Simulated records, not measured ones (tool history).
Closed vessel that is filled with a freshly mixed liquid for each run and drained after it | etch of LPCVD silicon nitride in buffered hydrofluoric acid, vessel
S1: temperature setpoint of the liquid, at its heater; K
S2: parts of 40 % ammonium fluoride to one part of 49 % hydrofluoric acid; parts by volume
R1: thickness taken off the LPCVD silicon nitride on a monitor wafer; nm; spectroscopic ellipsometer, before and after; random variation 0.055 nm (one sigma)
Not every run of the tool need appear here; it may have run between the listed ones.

{"run": 1, "hour": 0.0, "S1": 296.15, "S2": 8, "time in the liquid (s)": 760, "R1": 13.827}
{"run": 2, "hour": 8.8, "S1": 295.65, "S2": 8, "time in the liquid (s)": 760, "R1": 13.484}
{"run": 3, "hour": 12.4, "S1": 298.65, "S2": 8, "time in the liquid (s)": 760, "R1": 16.076}
{"run": 4, "hour": 15.8, "S1": 298.65, "S2": 8, "time in the liquid (s)": 810, "R1": 16.934}
{"run": 5, "hour": 23.3, "S1": 297.15, "S2": 8, "time in the liquid (s)": 810, "R1": 15.597}
{"run": 6, "hour": 25.1, "S1": 296.15, "S2": 8, "time in the liquid (s)": 810, "R1": 14.83}

Run 7, settings as shown, results not yet in. Your forecast:
{"run": 7, "hour": 30.0, "S1": 295.15, "S2": 8, "time in the liquid (s)": 810, "R1": "?"}

{"run 7": {"R1": 13.87}}
